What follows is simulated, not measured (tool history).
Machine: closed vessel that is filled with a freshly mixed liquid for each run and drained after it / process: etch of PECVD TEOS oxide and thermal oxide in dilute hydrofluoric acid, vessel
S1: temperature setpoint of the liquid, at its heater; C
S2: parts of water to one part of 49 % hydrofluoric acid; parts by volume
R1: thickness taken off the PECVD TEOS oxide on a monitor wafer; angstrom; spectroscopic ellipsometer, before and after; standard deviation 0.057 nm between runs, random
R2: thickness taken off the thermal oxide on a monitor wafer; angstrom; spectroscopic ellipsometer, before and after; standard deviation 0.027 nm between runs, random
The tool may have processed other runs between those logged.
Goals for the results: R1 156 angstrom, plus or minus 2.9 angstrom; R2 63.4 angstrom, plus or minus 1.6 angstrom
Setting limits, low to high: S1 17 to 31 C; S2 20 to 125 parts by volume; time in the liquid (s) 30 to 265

{"run": 1, "hour": 0.0, "S1": 23, "S2": 70, "time in the liquid (s)": 135, "R1": 230.02, "R2": 93.181}
{"run": 2, "hour": 2.5, "S1": 25, "S2": 70, "time in the liquid (s)": 135, "R1": 249.3, "R2": 101.31}
{"run": 3, "hour": 5.7, "S1": 23, "S2": 70, "time in the liquid (s)": 135, "R1": 230, "R2": 93.713}
{"run": 4, "hour": 10.4, "S1": 23, "S2": 60, "time in the liquid (s)": 135, "R1": 272.24, "R2": 110.5}
{"run": 5, "hour": 12.3, "S1": 23, "S2": 60, "time in the liquid (s)": 100, "R1": 202.76, "R2": 81.569}
{"run": 6, "hour": 14.9, "S1": 21.5, "S2": 60, "time in the liquid (s)": 100, "R1": 188.5, "R2": 76.954}
{"run": 7, "hour": 19.0, "S1": 20.5, "S2": 60, "time in the liquid (s)": 100, "R1": 181.22, "R2": 73.762}
{"run": 8, "hour": 26.7, "S1": 19.5, "S2": 60, "time in the liquid (s)": 100, "R1": 173.26, "R2": 71.316}
{"run": 9, "hour": 34.1, "S1": 19, "S2": 60, "time in the liquid (s)": 100, "R1": 170.11, "R2": 69.491}
{"run": 10, "hour": 37.6, "S1": 18.5, "S2": 60, "time in the liquid (s)": 100, "R1": 166.9, "R2": 67.381}
{"run": 11, "hour": 39.4, "S1": 18, "S2": 60, "time in the liquid (s)": 100, "R1": 163.67, "R2": 66.578}
{"run": 12, "hour": 40.3, "S1": 17.5, "S2": 60, "time in the liquid (s)": 100, "R1": 159.76, "R2": 64.611}

Which single option among these 4 for the next run brings every result within its allowed miss of target? Just one does.
{"run": "A", "hour": 41.2, "S1": 17, "S2": 60, "time in the liquid (s)": 105, "R1": "?", "R2": "?"}
{"run": "B", "hour": 41.2, "S1": 18, "S2": 60, "time in the liquid (s)": 100, "R1": "?", "R2": "?"}
{"run": "C", "hour": 41.2, "S1": 17.5, "S2": 70, "time in the liquid (s)": 115, "R1": "?", "R2": "?"}
{"run": "D", "hour": 41.2, "S1": 17, "S2": 85, "time in the liquid (s)": 140, "R1": "?", "R2": "?"}

move=A R1=163.53 R2=67.157
move=B R1=162.59 R2=66.772
move=C R1=155.13 R2=63.709
move=D R1=149.79 R2=61.517
A: further off than the last run
B: further off than the last run
C: in spec on every target
D: the result that was furthest off in the last run now lies on the other side of its target
So the answer is move C, the one that meets all the targets.
